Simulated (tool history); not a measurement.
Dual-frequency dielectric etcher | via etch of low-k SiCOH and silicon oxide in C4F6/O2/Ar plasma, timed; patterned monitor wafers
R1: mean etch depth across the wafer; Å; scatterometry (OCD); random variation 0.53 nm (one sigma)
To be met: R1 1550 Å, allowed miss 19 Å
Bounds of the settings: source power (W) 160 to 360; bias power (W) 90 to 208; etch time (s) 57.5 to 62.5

{"run": 1, "hour": 0.0, "source power (W)": 260, "bias power (W)": 149, "etch time (s)": 62.5, "R1": 1413.7}
{"run": 2, "hour": 5.5, "source power (W)": 260, "bias power (W)": 149, "etch time (s)": 57.5, "R1": 1290.6}
{"run": 3, "hour": 11.6, "source power (W)": 260, "bias power (W)": 149, "etch time (s)": 62.5, "R1": 1406}
{"run": 4, "hour": 15.1, "source power (W)": 260, "bias power (W)": 149, "etch time (s)": 62.5, "R1": 1401.1}
{"run": 5, "hour": 19.0, "source power (W)": 270, "bias power (W)": 150, "etch time (s)": 62.5, "R1": 1425.4}
{"run": 6, "hour": 21.2, "source power (W)": 280, "bias power (W)": 151, "etch time (s)": 62.5, "R1": 1450.6}
{"run": 7, "hour": 29.7, "source power (W)": 290, "bias power (W)": 151, "etch time (s)": 62.5, "R1": 1455.5}
{"run": 8, "hour": 34.8, "source power (W)": 300, "bias power (W)": 152, "etch time (s)": 62.5, "R1": 1469.4}
{"run": 9, "hour": 41.7, "source power (W)": 310, "bias power (W)": 153, "etch time (s)": 62.5, "R1": 1499}
{"run": 10, "hour": 46.2, "source power (W)": 310, "bias power (W)": 153, "etch time (s)": 62.5, "R1": 1493.7}
{"run": 11, "hour": 53.9, "source power (W)": 320, "bias power (W)": 154, "etch time (s)": 62.5, "R1": 1507}

4 next moves are on the table. One of them brings every result within its allowed miss. Which?
{"run": "A", "hour": 61.6, "source power (W)": 350, "bias power (W)": 163, "etch time (s)": 61, "R1": "?"}
{"run": "B", "hour": 61.6, "source power (W)": 330, "bias power (W)": 156, "etch time (s)": 61.5, "R1": "?"}
{"run": "C", "hour": 61.6, "source power (W)": 340, "bias power (W)": 183, "etch time (s)": 61, "R1": "?"}
{"run": "D", "hour": 61.6, "source power (W)": 350, "bias power (W)": 168, "etch time (s)": 62, "R1": "?"}

move=A R1=1544.1
move=B R1=1504.1
move=C R1=1593
move=D R1=1586.1
A: meets every target
B: further off than the last run
C: takes the result that was furthest off past its target
D: takes the result that was furthest off past its target
Move A is the one to make.

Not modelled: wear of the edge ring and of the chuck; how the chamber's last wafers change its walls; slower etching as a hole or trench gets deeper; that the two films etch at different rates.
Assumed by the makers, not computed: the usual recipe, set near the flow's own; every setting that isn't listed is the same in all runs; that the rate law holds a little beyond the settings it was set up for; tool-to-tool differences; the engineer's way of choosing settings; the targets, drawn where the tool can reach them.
